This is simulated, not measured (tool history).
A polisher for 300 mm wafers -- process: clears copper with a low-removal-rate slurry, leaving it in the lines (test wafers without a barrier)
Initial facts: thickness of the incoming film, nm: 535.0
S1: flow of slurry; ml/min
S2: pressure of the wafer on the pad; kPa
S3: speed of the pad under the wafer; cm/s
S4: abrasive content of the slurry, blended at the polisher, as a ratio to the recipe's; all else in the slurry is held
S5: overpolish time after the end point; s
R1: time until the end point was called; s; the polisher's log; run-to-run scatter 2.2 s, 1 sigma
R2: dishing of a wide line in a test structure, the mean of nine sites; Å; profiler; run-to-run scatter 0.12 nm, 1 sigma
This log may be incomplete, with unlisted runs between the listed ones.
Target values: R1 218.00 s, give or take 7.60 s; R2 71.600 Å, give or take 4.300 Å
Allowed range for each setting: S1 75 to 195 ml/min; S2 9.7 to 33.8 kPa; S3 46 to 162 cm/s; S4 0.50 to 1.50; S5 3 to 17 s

run  hour   S1    S2   S3    S4  S5      R1      R2
  1   0.0  125  21.4  104  1.00   9  160.77  88.185
  2   5.0  125  21.4  104  1.00  11  158.25  92.250
  3  11.0  125  20.7  104  1.00  10  162.58  89.915
  4  15.4  125  20.7  104  0.85  10  170.11  91.274
  5  18.9  120  20.0  104  0.90   9  174.69  86.231
  6  27.8  115  19.3  104  0.90   8  183.36  80.990
  7  35.0  110  18.6  104  0.90   8  188.79  80.380
  8  36.4  110  17.9  104  0.90   8  200.34  81.886
  9  37.4  110  17.9  104  0.90   7  201.02  75.313
 10  45.2  105  17.2  104  0.90   7  206.17  73.102

Of the 4 settings listed for the next run, only one would bring every result within its allowed miss of target. Which one?
  A  53.0  105  17.2   98  0.90   7   ?   ?
  B  53.0   95  15.9   94  1.05   8   ?   ?
  C  53.0  105  15.9  104  1.05   9   ?   ?
  D  53.0  110  18.6   92  1.15   6   ?   ?

move      R1      R2
   A  220.71  72.137
   B  247.72  72.674
   C  220.16  80.433
   D  204.47  69.461
A: all results in spec
B: takes the biggest miss from the last run beyond its target
C: puts the biggest miss on target and leaves a different result outside tolerance
D: its largest miss is bigger than the last run's
Move A is the one to make.
